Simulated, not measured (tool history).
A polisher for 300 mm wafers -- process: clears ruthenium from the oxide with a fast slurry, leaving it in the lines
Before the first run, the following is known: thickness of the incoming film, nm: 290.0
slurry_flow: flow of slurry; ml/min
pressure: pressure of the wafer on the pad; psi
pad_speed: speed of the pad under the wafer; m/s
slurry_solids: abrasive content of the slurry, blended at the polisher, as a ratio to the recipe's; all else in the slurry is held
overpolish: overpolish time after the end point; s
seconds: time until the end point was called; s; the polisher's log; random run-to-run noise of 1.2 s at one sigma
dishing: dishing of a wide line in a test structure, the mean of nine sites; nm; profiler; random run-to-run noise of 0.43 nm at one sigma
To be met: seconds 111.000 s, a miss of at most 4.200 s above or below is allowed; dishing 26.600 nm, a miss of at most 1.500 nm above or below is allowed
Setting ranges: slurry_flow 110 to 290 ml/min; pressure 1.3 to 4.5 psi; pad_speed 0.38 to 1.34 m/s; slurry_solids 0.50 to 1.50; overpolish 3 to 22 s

{"run": 1, "hour": 0.0, "slurry_flow": 185, "pressure": 2.9, "pad_speed": 0.86, "slurry_solids": 1.0, "overpolish": 11, "seconds": 80.156, "dishing": 30.391}
{"run": 2, "hour": 3.0, "slurry_flow": 185, "pressure": 2.9, "pad_speed": 0.86, "slurry_solids": 1.0, "overpolish": 7, "seconds": 81.647, "dishing": 20.579}
{"run": 3, "hour": 7.8, "slurry_flow": 185, "pressure": 2.9, "pad_speed": 0.96, "slurry_solids": 1.0, "overpolish": 7, "seconds": 72.77, "dishing": 22.923}
{"run": 4, "hour": 14.9, "slurry_flow": 185, "pressure": 2.9, "pad_speed": 0.8, "slurry_solids": 1.0, "overpolish": 7, "seconds": 85.323, "dishing": 19.825}
{"run": 5, "hour": 22.2, "slurry_flow": 185, "pressure": 2.9, "pad_speed": 0.8, "slurry_solids": 1.0, "overpolish": 9, "seconds": 85.475, "dishing": 24.374}
{"run": 6, "hour": 24.2, "slurry_flow": 210, "pressure": 2.9, "pad_speed": 0.8, "slurry_solids": 1.0, "overpolish": 9, "seconds": 83.741, "dishing": 24.41}
{"run": 7, "hour": 28.9, "slurry_flow": 200, "pressure": 2.7, "pad_speed": 0.8, "slurry_solids": 1.0, "overpolish": 10, "seconds": 92.196, "dishing": 24.77}
{"run": 8, "hour": 30.6, "slurry_flow": 195, "pressure": 2.6, "pad_speed": 0.8, "slurry_solids": 1.0, "overpolish": 11, "seconds": 94.024, "dishing": 25.991}
{"run": 9, "hour": 38.9, "slurry_flow": 190, "pressure": 2.5, "pad_speed": 0.8, "slurry_solids": 1.0, "overpolish": 12, "seconds": 99.389, "dishing": 26.335}
{"run": 10, "hour": 45.3, "slurry_flow": 180, "pressure": 2.4, "pad_speed": 0.8, "slurry_solids": 1.0, "overpolish": 12, "seconds": 102.09, "dishing": 26.703}
{"run": 11, "hour": 50.8, "slurry_flow": 180, "pressure": 2.3, "pad_speed": 0.8, "slurry_solids": 1.0, "overpolish": 12, "seconds": 106.57, "dishing": 25.76}
{"run": 12, "hour": 53.8, "slurry_flow": 175, "pressure": 2.2, "pad_speed": 0.8, "slurry_solids": 1.0, "overpolish": 12, "seconds": 110.75, "dishing": 24.291}
{"run": 13, "hour": 54.6, "slurry_flow": 180, "pressure": 2.2, "pad_speed": 0.8, "slurry_solids": 1.0, "overpolish": 14, "seconds": 111.05, "dishing": 28.386}

Of the 5 settings listed for the next run, only one would bring every result within its allowed miss of target. Which one?
{"run": "A", "hour": 55.4, "slurry_flow": 190, "pressure": 2.2, "pad_speed": 0.82, "slurry_solids": 0.9, "overpolish": 15, "seconds": "?", "dishing": "?"}
{"run": "B", "hour": 55.4, "slurry_flow": 260, "pressure": 2.4, "pad_speed": 0.74, "slurry_solids": 0.8, "overpolish": 13, "seconds": "?", "dishing": "?"}
{"run": "C", "hour": 55.4, "slurry_flow": 205, "pressure": 2.5, "pad_speed": 0.7, "slurry_solids": 1.25, "overpolish": 10, "seconds": "?", "dishing": "?"}
{"run": "D", "hour": 55.4, "slurry_flow": 175, "pressure": 2.2, "pad_speed": 0.88, "slurry_solids": 0.9, "overpolish": 11, "seconds": "?", "dishing": "?"}
{"run": "E", "hour": 55.4, "slurry_flow": 185, "pressure": 1.9, "pad_speed": 1.0, "slurry_solids": 0.95, "overpolish": 12, "seconds": "?", "dishing": "?"}

move=A seconds=111.510 dishing=30.040
move=B seconds=113.150 dishing=26.535
move=C seconds=104.550 dishing=22.840
move=D seconds=105.610 dishing=24.506
move=E seconds=103.380 dishing=26.753
A: lands further from the targets than the last run did
B: all results in spec
C: takes the biggest miss from the last run beyond its target
D: takes the biggest miss from the last run beyond its target
E: the worst result of the last run now meets its target, but another is out of spec
The move that meets every target is B.

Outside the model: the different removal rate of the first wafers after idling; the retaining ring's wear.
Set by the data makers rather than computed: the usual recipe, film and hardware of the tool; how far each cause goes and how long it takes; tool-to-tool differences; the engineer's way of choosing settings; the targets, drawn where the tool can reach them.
